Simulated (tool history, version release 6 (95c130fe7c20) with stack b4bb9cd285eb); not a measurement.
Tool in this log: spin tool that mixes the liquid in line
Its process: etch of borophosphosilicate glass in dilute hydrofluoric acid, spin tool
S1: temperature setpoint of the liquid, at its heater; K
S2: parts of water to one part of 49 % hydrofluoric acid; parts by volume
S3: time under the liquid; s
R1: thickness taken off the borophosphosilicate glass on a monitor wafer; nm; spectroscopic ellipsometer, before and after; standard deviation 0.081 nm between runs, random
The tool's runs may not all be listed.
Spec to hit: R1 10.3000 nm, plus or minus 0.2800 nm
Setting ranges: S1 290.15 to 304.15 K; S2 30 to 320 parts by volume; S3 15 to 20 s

run    day      S1   S2  S3      R1
  1  0.000  296.15  175  20  6.4526
  2  0.312  297.65  170  20  6.9500
  3  0.508  300.15  170  20  7.6292
  4  0.588  300.65  165  20  8.0129
  5  0.704  301.15  160  20  8.4359
  6  0.767  301.15  160  20  8.5239
  7  0.812  301.65  160  20  8.7035
  8  0.921  302.15  160  20  8.8380
  9  0.954  302.65  160  20  8.9602
 10  1.246  303.15  160  20  9.0434
 11  1.454  303.15  155  20  9.5295

Next run, 5 choices. One meets every target within its allowed miss, the rest don't. Which?
  A  1.662  304.15  155  20   ?
  B  1.662  300.65  140  20   ?
  C  1.662  304.15  160  20   ?
  D  1.662  303.15  150  20   ?
  E  1.662  304.15  150  20   ?

move       R1
   A   9.7699
   B   9.7128
   C   9.4021
   D   9.8062
   E  10.1630
A: nearer than the last run, and not there yet
B: nearer than the last run, and not there yet
C: lands further from the targets than the last run did
D: nearer than the last run, and not there yet
E: all results in spec
Correct choice: E, which meets every target
